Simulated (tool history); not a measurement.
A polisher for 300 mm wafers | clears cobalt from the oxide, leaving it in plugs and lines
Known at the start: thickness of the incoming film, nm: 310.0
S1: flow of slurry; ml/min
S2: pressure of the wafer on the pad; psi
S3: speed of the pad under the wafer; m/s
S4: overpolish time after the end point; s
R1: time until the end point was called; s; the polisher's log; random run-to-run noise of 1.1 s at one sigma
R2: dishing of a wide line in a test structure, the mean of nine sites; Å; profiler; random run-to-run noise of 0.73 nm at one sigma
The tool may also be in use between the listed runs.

run	hour	S1	S2	S3	S4	R1	R2
1	0.0	160	1.4	1.08	20	84.005	505.20
2	4.9	160	1.4	1.08	19	82.016	506.60
3	5.8	160	1.4	1.08	18	82.828	497.72
4	7.2	160	1.4	1.08	17	83.050	480.65
5	12.1	160	1.6	1.08	17	72.855	499.18
6	21.0	160	1.6	1.34	17	59.127	567.16

Run 7 is up next; what results do you expect?
7	22.0	145	1.2	1.30	15	?	?

{"run 7": {"R1": 81.446, "R2": 426.86}}
